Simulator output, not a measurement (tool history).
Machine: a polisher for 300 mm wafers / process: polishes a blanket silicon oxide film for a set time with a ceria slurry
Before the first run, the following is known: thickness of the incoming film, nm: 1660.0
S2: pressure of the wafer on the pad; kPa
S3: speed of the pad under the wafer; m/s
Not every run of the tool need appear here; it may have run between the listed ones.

Run 1, hour 0.0: flow of slurry (ml/min) 215, S2 15.9 kPa, S3 1.04 m/s, polishing time (s) 52. Result: film removed (angstrom) 2018.7.
Run 2, hour 5.4: flow of slurry (ml/min) 190, S2 15.9 kPa, S3 1.04 m/s, polishing time (s) 52. Result: film removed (angstrom) 1996.1.
Run 3, hour 7.2: flow of slurry (ml/min) 190, S2 15.9 kPa, S3 1.28 m/s, polishing time (s) 52. Result: film removed (angstrom) 2332.6.
Run 4, hour 10.3: flow of slurry (ml/min) 135, S2 15.9 kPa, S3 1.28 m/s, polishing time (s) 52. Result: film removed (angstrom) 2266.7.
Run 5, hour 11.7: flow of slurry (ml/min) 130, S2 15.9 kPa, S3 1.28 m/s, polishing time (s) 52. Result: film removed (angstrom) 2254.9.
Run 6, hour 17.7: flow of slurry (ml/min) 130, S2 15.9 kPa, S3 1.28 m/s, polishing time (s) 52. Result: film removed (angstrom) 2212.6.
Run 7, hour 25.4: flow of slurry (ml/min) 130, S2 13.8 kPa, S3 1.26 m/s, polishing time (s) 52. Result: film removed (angstrom) 1954.1.

Estimate the outcome of run 8 from the log above:
Run 8, hour 30.7: flow of slurry (ml/min) 130, S2 13.8 kPa, S3 1.26 m/s, polishing time (s) 52. Result: film removed (angstrom) ?.

{"run 8": {"film removed (angstrom)": 1902.0}}

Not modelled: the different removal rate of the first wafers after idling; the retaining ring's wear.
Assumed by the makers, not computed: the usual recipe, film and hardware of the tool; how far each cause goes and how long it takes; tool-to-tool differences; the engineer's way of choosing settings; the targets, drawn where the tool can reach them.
